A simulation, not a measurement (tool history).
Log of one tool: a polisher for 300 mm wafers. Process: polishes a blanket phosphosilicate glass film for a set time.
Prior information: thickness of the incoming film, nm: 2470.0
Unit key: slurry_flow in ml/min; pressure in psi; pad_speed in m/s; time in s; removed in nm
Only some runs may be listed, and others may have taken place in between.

Run 1, hour 0.0: slurry_flow 190 ml/min, pressure 2.5 psi, pad_speed 1.08 m/s, slurry_solids 1.0, time 20 s. Result: removed 140.230 nm.
Run 2, hour 3.4: slurry_flow 185 ml/min, pressure 2.0 psi, pad_speed 1.04 m/s, slurry_solids 1.0, time 20 s. Result: removed 110.200 nm.
Run 3, hour 12.1: slurry_flow 185 ml/min, pressure 2.0 psi, pad_speed 1.04 m/s, slurry_solids 1.0, time 20 s. Result: removed 108.660 nm.
Run 4, hour 20.2: slurry_flow 185 ml/min, pressure 2.0 psi, pad_speed 1.16 m/s, slurry_solids 1.0, time 20 s. Result: removed 120.290 nm.
Run 5, hour 27.1: slurry_flow 160 ml/min, pressure 2.0 psi, pad_speed 1.16 m/s, slurry_solids 1.0, time 20 s. Result: removed 117.990 nm.
Run 6, hour 32.8: slurry_flow 155 ml/min, pressure 1.7 psi, pad_speed 1.10 m/s, slurry_solids 1.0, time 20 s. Result: removed 96.526 nm.
Run 7, hour 34.4: slurry_flow 145 ml/min, pressure 1.5 psi, pad_speed 1.10 m/s, slurry_solids 1.0, time 20 s. Result: removed 84.530 nm.
Run 8, hour 40.0: slurry_flow 120 ml/min, pressure 1.1 psi, pad_speed 1.10 m/s, slurry_solids 1.0, time 20 s. Result: removed 61.324 nm.
Run 9, hour 40.8: slurry_flow 120 ml/min, pressure 1.1 psi, pad_speed 1.10 m/s, slurry_solids 1.0, time 20 s. Result: removed 61.358 nm.
Run 10, hour 42.5: slurry_flow 140 ml/min, pressure 1.1 psi, pad_speed 1.10 m/s, slurry_solids 1.0, time 20 s. Result: removed 62.716 nm.
Run 11, hour 50.8: slurry_flow 155 ml/min, pressure 1.1 psi, pad_speed 1.10 m/s, slurry_solids 1.0, time 20 s. Result: removed 63.428 nm.
Run 12, hour 59.2: slurry_flow 160 ml/min, pressure 1.1 psi, pad_speed 1.10 m/s, slurry_solids 1.0, time 20 s. Result: removed 64.469 nm.
Run 13, hour 62.7: slurry_flow 175 ml/min, pressure 1.1 psi, pad_speed 1.10 m/s, slurry_solids 1.0, time 20 s. Result: removed 64.820 nm.
Run 14, hour 70.0: slurry_flow 185 ml/min, pressure 1.1 psi, pad_speed 1.10 m/s, slurry_solids 1.0, time 20 s. Result: removed 65.346 nm.

Run 15 is up next; what results do you expect?
Run 15, hour 78.1: slurry_flow 190 ml/min, pressure 1.1 psi, pad_speed 1.10 m/s, slurry_solids 1.0, time 20 s. Result: removed ?.

{"run 15": {"removed": 65.545}}

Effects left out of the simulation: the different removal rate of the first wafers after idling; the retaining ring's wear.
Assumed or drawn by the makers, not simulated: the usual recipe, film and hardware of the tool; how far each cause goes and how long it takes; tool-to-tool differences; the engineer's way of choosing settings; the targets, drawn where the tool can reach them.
